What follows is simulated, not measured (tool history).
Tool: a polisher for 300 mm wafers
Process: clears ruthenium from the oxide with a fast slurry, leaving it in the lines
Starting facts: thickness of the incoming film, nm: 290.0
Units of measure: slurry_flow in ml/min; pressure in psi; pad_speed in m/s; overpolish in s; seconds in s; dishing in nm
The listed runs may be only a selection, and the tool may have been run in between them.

{"run": 1, "hour": 0.0, "slurry_flow": 280, "pressure": 3.3, "pad_speed": 0.78, "slurry_solids": 1, "overpolish": 17, "seconds": 65.886, "dishing": 40.715}
{"run": 2, "hour": 7.2, "slurry_flow": 305, "pressure": 3.3, "pad_speed": 0.78, "slurry_solids": 1, "overpolish": 17, "seconds": 63.916, "dishing": 40.298}
{"run": 3, "hour": 8.1, "slurry_flow": 305, "pressure": 3.3, "pad_speed": 0.88, "slurry_solids": 1, "overpolish": 17, "seconds": 58.881, "dishing": 42.871}
{"run": 4, "hour": 14.7, "slurry_flow": 315, "pressure": 3.3, "pad_speed": 0.88, "slurry_solids": 1, "overpolish": 14, "seconds": 59.248, "dishing": 38.785}
{"run": 5, "hour": 20.1, "slurry_flow": 340, "pressure": 3.4, "pad_speed": 0.88, "slurry_solids": 1, "overpolish": 11, "seconds": 55.308, "dishing": 32.383}
{"run": 6, "hour": 23.7, "slurry_flow": 340, "pressure": 4.1, "pad_speed": 0.88, "slurry_solids": 1, "overpolish": 11, "seconds": 46.937, "dishing": 37.842}
{"run": 7, "hour": 32.1, "slurry_flow": 350, "pressure": 3.9, "pad_speed": 0.88, "slurry_solids": 1, "overpolish": 10, "seconds": 49.485, "dishing": 34.786}

What does the tool deliver on the next run?
{"run": 8, "hour": 34.9, "slurry_flow": 355, "pressure": 3.7, "pad_speed": 0.88, "slurry_solids": 1, "overpolish": 9, "seconds": "?", "dishing": "?"}

For run 8 the tool returned seconds 51.963 s, dishing 31.097 nm.
